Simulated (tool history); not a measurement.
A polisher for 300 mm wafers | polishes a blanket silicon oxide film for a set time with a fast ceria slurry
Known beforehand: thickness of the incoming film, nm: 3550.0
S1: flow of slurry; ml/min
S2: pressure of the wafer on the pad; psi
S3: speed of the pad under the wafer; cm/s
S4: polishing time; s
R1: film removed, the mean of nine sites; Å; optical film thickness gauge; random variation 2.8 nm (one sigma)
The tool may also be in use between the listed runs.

| run | hour | S1 | S2 | S3 | S4 | R1 |
|---|---|---|---|---|---|---|
| 1 | 0 | 265 | 2.6 | 98 | 36 | 4627.1 |
| 2 | 3.3 | 265 | 3.1 | 98 | 36 | 5348.2 |
| 3 | 10.4 | 195 | 3.1 | 98 | 36 | 5348.9 |
| 4 | 18.3 | 195 | 3.1 | 82 | 36 | 4514 |
| 5 | 23.8 | 195 | 3.1 | 66 | 36 | 3885 |
| 6 | 32.1 | 195 | 2.7 | 64 | 36 | 3322.4 |

Estimate the outcome of run 7 from the log above:
| 7 | 32.9 | 195 | 2.4 | 64 | 36 | ? |

R1: 2922.5 Å

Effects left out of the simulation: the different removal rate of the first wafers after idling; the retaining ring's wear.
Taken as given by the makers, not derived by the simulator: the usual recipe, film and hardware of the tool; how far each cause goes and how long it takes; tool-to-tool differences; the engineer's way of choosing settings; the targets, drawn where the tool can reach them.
